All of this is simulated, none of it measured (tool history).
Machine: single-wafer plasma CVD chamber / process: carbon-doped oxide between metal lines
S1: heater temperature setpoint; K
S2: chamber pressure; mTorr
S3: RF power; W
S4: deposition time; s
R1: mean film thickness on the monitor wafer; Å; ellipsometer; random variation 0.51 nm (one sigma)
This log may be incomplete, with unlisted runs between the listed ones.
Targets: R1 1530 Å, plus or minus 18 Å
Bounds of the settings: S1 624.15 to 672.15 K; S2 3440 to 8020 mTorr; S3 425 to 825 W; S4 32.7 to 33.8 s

Run 1, hour 0: S1 648.15 K, S2 5730 mTorr, S3 625 W, S4 32.7 s. Result: R1 1694 Å.
Run 2, hour 8.2: S1 648.15 K, S2 5730 mTorr, S3 710 W, S4 32.7 s. Result: R1 1781.9 Å.
Run 3, hour 9.2: S1 651.15 K, S2 5370 mTorr, S3 685 W, S4 32.7 s. Result: R1 1732.5 Å.
Run 4, hour 9.8: S1 651.15 K, S2 6330 mTorr, S3 685 W, S4 32.7 s. Result: R1 1754 Å.
Run 5, hour 17.8: S1 651.15 K, S2 6330 mTorr, S3 645 W, S4 32.7 s. Result: R1 1698.1 Å.
Run 6, hour 23.4: S1 651.15 K, S2 6330 mTorr, S3 645 W, S4 33.8 s. Result: R1 1763.2 Å.
Run 7, hour 30: S1 654.15 K, S2 6240 mTorr, S3 625 W, S4 33.8 s. Result: R1 1728.1 Å.
Run 8, hour 34.8: S1 656.15 K, S2 6150 mTorr, S3 605 W, S4 33.8 s. Result: R1 1689.7 Å.
Run 9, hour 43.3: S1 658.15 K, S2 6060 mTorr, S3 590 W, S4 33.8 s. Result: R1 1660 Å.
Run 10, hour 48.3: S1 660.15 K, S2 5980 mTorr, S3 580 W, S4 33.8 s. Result: R1 1640 Å.

Consider the 4 candidate settings below. Which is the only one whose results all fall within their allowed miss of target?
Run A, hour 53.3: S1 659.15 K, S2 5850 mTorr, S3 490 W, S4 32.7 s. Result: R1 ?.
Run B, hour 53.3: S1 653.15 K, S2 6080 mTorr, S3 495 W, S4 33.3 s. Result: R1 ?.
Run C, hour 53.3: S1 657.15 K, S2 5990 mTorr, S3 610 W, S4 33.4 s. Result: R1 ?.
Run D, hour 53.3: S1 659.15 K, S2 6200 mTorr, S3 555 W, S4 33.2 s. Result: R1 ?.

move      R1
   A  1480.8
   B    1539
   C  1674.8
   D  1594.1
A: pushes the last run's worst result past its target
B: in spec on every target
C: its largest miss is bigger than the last run's
D: gains on the last run, yet a result remains outside its allowed miss
Go with B: it meets all targets.
